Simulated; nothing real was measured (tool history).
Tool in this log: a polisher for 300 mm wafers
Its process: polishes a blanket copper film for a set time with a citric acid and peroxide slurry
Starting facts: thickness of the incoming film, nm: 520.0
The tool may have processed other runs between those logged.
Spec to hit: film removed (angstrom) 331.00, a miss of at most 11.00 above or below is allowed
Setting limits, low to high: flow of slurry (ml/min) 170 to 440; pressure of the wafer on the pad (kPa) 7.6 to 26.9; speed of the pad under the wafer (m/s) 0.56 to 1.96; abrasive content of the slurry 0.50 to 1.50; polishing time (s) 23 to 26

run    day  flow of slurry (ml/min)  pressure of the wafer on the pad (kPa)  speed of the pad under the wafer (m/s)  abrasive content of the slurry  polishing time (s)  film removed (angstrom)
  1  0.000                      280                                    17.2                                    1.26                            1.00                  26                   523.47
  2  0.208                      280                                    17.2                                    1.10                            1.00                  26                   447.92
  3  0.525                      280                                    17.2                                    1.10                            1.00                  23                   404.45
  4  0.758                      280                                    16.5                                    1.10                            1.00                  23                   386.22
  5  0.946                      280                                    16.5                                    1.32                            1.00                  23                   464.32
  6  1.067                      280                                    15.2                                    1.32                            1.00                  23                   418.90
     1.229  -- worn pad replaced by a new one
  7  1.229                      280                                    14.5                                    1.32                            1.00                  23                   456.04
  8  1.321                      275                                     9.7                                    1.06                            1.00                  23                   248.07

Which single option among these 4 for the next run brings every result within its allowed miss of target? Just one does.
  A  1.412                      330                                    11.7                                    1.06                            1.00                  23                        ?
  B  1.412                      305                                    10.3                                    1.16                            1.00                  26                        ?
  C  1.412                      265                                     9.7                                    1.14                            1.00                  26                        ?
  D  1.412                      205                                     7.6                                    1.08                            1.15                  24                        ?

move  film removed (angstrom)
   A                   307.88
   B                   334.33
   C                   303.60
   D                   212.39
A: an improvement on the last run, though not all results are within tolerance
B: in spec on every target
C: an improvement on the last run, though not all results are within tolerance
D: lands further from the targets than the last run did
Correct choice: B, which meets every target
